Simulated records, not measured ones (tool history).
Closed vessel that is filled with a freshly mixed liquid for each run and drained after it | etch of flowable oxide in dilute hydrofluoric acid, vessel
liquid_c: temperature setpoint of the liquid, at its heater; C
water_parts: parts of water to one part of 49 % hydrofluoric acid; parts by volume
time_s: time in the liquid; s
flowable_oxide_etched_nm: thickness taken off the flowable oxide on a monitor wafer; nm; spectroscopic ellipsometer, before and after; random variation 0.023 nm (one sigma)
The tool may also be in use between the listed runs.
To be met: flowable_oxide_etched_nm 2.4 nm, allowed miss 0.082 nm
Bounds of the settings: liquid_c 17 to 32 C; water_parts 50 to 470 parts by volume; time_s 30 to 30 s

Run 1, hour 0: liquid_c 24 C, water_parts 260 parts by volume, time_s 30 s. Result: flowable_oxide_etched_nm 2.8 nm.
Run 2, hour 8.5: liquid_c 27.5 C, water_parts 260 parts by volume, time_s 30 s. Result: flowable_oxide_etched_nm 3.1321 nm.
Run 3, hour 13.8: liquid_c 27.5 C, water_parts 260 parts by volume, time_s 30 s. Result: flowable_oxide_etched_nm 3.1861 nm.
Run 4, hour 16: liquid_c 27.5 C, water_parts 175 parts by volume, time_s 30 s. Result: flowable_oxide_etched_nm 5.1259 nm.
Run 5, hour 16.6: liquid_c 27.5 C, water_parts 175 parts by volume, time_s 30 s. Result: flowable_oxide_etched_nm 5.1281 nm.
Run 6, hour 19.1: liquid_c 27.5 C, water_parts 175 parts by volume, time_s 30 s. Result: flowable_oxide_etched_nm 5.1672 nm.
Run 7, hour 24.3: liquid_c 24.5 C, water_parts 200 parts by volume, time_s 30 s. Result: flowable_oxide_etched_nm 3.9147 nm.
Run 8, hour 26.2: liquid_c 22 C, water_parts 215 parts by volume, time_s 30 s. Result: flowable_oxide_etched_nm 3.2306 nm.
Run 9, hour 28.6: liquid_c 20.5 C, water_parts 220 parts by volume, time_s 30 s. Result: flowable_oxide_etched_nm 3.0234 nm.
Run 10, hour 36.2: liquid_c 19.5 C, water_parts 225 parts by volume, time_s 30 s. Result: flowable_oxide_etched_nm 2.7894 nm.
Run 11, hour 41.1: liquid_c 18.5 C, water_parts 230 parts by volume, time_s 30 s. Result: flowable_oxide_etched_nm 2.674 nm.
Run 12, hour 47.9: liquid_c 18 C, water_parts 235 parts by volume, time_s 30 s. Result: flowable_oxide_etched_nm 2.5077 nm.

Which of these 4 next moves meets every target?
Run A, hour 54.7: liquid_c 19 C, water_parts 250 parts by volume, time_s 30 s. Result: flowable_oxide_etched_nm ?.
Run B, hour 54.7: liquid_c 17.5 C, water_parts 220 parts by volume, time_s 30 s. Result: flowable_oxide_etched_nm ?.
Run C, hour 54.7: liquid_c 18 C, water_parts 230 parts by volume, time_s 30 s. Result: flowable_oxide_etched_nm ?.
Run D, hour 54.7: liquid_c 19 C, water_parts 235 parts by volume, time_s 30 s. Result: flowable_oxide_etched_nm ?.

move  flowable_oxide_etched_nm
   A                    2.4298
   B                    2.6779
   C                    2.5883
   D                    2.6207
A: meets every target
B: further off than the last run
C: further off than the last run
D: further off than the last run
Answer: A
